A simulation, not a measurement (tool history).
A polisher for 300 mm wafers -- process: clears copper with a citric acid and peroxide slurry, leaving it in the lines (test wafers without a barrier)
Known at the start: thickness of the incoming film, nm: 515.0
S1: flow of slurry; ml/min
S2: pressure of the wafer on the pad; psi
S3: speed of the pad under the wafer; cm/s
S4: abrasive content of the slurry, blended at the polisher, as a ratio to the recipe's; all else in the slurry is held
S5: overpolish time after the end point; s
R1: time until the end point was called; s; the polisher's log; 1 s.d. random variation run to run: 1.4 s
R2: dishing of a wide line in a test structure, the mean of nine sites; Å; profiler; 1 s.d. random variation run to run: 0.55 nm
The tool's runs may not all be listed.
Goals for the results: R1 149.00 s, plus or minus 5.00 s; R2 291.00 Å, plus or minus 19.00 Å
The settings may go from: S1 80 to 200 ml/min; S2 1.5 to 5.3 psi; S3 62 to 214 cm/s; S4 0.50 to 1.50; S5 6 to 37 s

run 1 day=0.000 | S1=130 S2=3.4 S3=138 S4=1.00 S5=19 | R1=159.43 R2=405.25
run 2 day=0.358 | S1=135 S2=3.4 S3=138 S4=1.00 S5=17 | R1=159.52 R2=367.31
run 3 day=0.721 | S1=160 S2=3.4 S3=138 S4=1.00 S5=17 | R1=155.04 R2=371.12
run 4 day=0.942 | S1=130 S2=3.4 S3=138 S4=1.00 S5=17 | R1=159.25 R2=365.47
run 5 day=1.292 | S1=130 S2=2.7 S3=138 S4=1.00 S5=17 | R1=192.66 R2=303.79
run 6 day=1.467 | S1=135 S2=2.9 S3=138 S4=1.00 S5=15 | R1=180.89 R2=295.43
run 7 day=1.750 | S1=140 S2=3.1 S3=138 S4=1.00 S5=14 | R1=170.73 R2=294.65
run 8 day=2.079 | S1=140 S2=3.2 S3=138 S4=1.00 S5=13 | R1=165.19 R2=274.70
run 9 day=2.292 | S1=140 S2=3.3 S3=138 S4=1.00 S5=13 | R1=161.54 R2=289.38
run 10 day=2.546 | S1=140 S2=3.4 S3=138 S4=1.00 S5=13 | R1=158.97 R2=298.31
run 11 day=2.862 | S1=160 S2=3.5 S3=138 S4=1.00 S5=11 | R1=150.24 R2=268.32
run 12 day=3.217 | S1=160 S2=3.5 S3=138 S4=1.00 S5=11 | R1=148.96 R2=268.61

Which single option among these 5 for the next run brings every result within its allowed miss of target? Just one does.
run A day=3.571 | S1=140 S2=3.4 S3=146 S4=0.80 S5=10 | R1=? R2=?
run B day=3.571 | S1=190 S2=3.1 S3=138 S4=1.00 S5=11 | R1=? R2=?
run C day=3.571 | S1=170 S2=3.5 S3=130 S4=1.30 S5=12 | R1=? R2=?
run D day=3.571 | S1=115 S2=3.4 S3=148 S4=0.85 S5=10 | R1=? R2=?
run E day=3.571 | S1=160 S2=3.3 S3=136 S4=1.00 S5=13 | R1=? R2=?

move=A R1=154.34 R2=240.99
move=B R1=160.62 R2=252.65
move=C R1=148.51 R2=294.34
move=D R1=157.45 R2=236.64
move=E R1=158.81 R2=297.05
A: further off than the last run
B: further off than the last run
C: all results in spec
D: further off than the last run
E: brings the result that was furthest off to its target, and leaves another outside
Answer: C
